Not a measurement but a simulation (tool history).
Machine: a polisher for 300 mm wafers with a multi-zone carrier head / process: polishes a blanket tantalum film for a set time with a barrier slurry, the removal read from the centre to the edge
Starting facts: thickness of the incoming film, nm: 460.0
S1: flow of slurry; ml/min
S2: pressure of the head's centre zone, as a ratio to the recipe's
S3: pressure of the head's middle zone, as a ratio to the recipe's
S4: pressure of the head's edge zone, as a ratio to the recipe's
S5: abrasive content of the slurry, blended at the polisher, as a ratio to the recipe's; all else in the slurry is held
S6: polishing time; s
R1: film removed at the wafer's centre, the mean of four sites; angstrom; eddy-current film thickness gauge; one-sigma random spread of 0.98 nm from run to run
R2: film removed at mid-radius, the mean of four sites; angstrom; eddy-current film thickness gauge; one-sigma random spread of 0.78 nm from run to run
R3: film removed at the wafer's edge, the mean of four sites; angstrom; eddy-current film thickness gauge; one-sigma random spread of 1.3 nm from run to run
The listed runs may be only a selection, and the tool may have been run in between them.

run 1 day=0 | S1=190 S2=1 S3=1 S4=1 S5=1 S6=72 | R1=1086.3 R2=1096.6 R3=1085
run 2 day=0.321 | S1=190 S2=1 S3=1 S4=1 S5=0.8 S6=72 | R1=997.14 R2=1032.1 R3=1038.8
run 3 day=0.629 | S1=185 S2=0.98 S3=0.99 S4=0.95 S5=0.75 S6=71 | R1=959.23 R2=955.3 R3=966.93
run 4 day=0.958 | S1=185 S2=0.98 S3=1.05 S4=0.95 S5=0.75 S6=71 | R1=940.06 R2=1015.5 R3=988.36
run 5 day=1.158 | S1=175 S2=0.95 S3=1.04 S4=0.91 S5=0.7 S6=71 | R1=872.15 R2=976.37 R3=924.32
run 6 day=1.433 | S1=205 S2=0.95 S3=1.04 S4=0.91 S5=0.7 S6=71 | R1=924.83 R2=1011.3 R3=974.35
-- day=1.508 slurry nozzle cleaned
run 7 day=1.508 | S1=185 S2=0.94 S3=1.02 S4=0.91 S5=0.7 S6=71 | R1=1004.7 R2=1080.2 R3=1022.9
run 8 day=1.642 | S1=235 S2=0.97 S3=1.06 S4=0.88 S5=0.55 S6=70 | R1=930.19 R2=1033.7 R3=948.61
run 9 day=1.854 | S1=210 S2=0.96 S3=1.05 S4=0.9 S5=0.55 S6=69 | R1=908.1 R2=1000.4 R3=902.24

Run 10 is up next; what results do you expect?
run 10 day=1.954 | S1=195 S2=0.94 S3=1.04 S4=0.91 S5=0.65 S6=66 | R1=? R2=? R3=?

{"run 10": {"R1": 896.61, "R2": 980.72, "R3": 916.95}}

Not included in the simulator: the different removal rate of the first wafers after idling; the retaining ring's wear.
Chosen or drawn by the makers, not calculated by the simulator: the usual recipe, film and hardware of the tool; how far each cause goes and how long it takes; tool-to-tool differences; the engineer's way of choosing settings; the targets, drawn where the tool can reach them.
